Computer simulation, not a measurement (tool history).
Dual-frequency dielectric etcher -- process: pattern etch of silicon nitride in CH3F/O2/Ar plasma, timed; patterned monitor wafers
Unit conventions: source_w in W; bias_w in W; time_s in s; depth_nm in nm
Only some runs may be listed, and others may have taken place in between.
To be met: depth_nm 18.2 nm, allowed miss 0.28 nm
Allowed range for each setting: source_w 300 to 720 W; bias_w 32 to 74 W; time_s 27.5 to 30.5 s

run	hour	source_w	bias_w	time_s	depth_nm
1	0	510	53	30.5	20.638
2	0.7	510	57	30.5	21.17
3	5.2	510	57	30.5	21.31
4	6.7	510	57	30.5	21.258
5	13.2	510	57	30.5	21.296
6	22.1	470	56	30.5	20.447
7	26.3	440	56	30.5	19.846
8	30.3	420	56	30.5	19.267
9	31.4	410	56	30.5	19.204
10	33.6	400	56	30.5	19.062
11	35.9	390	56	30.5	18.772
12	39.8	380	56	30.5	18.588

4 next moves are on the table. One of them brings every result within its allowed miss. Which?
A	43.7	410	50	29.5	?
B	43.7	420	58	27.5	?
C	43.7	460	46	29.5	?
D	43.7	410	58	28.5	?

move	depth_nm
A	17.549
B	17.823
C	17.667
D	18.283
A: carries the result that was furthest off beyond its target, to the other side
B: carries the result that was furthest off beyond its target, to the other side
C: carries the result that was furthest off beyond its target, to the other side
D: all results land within tolerance of their targets
So the answer is move D, the one that meets all the targets.
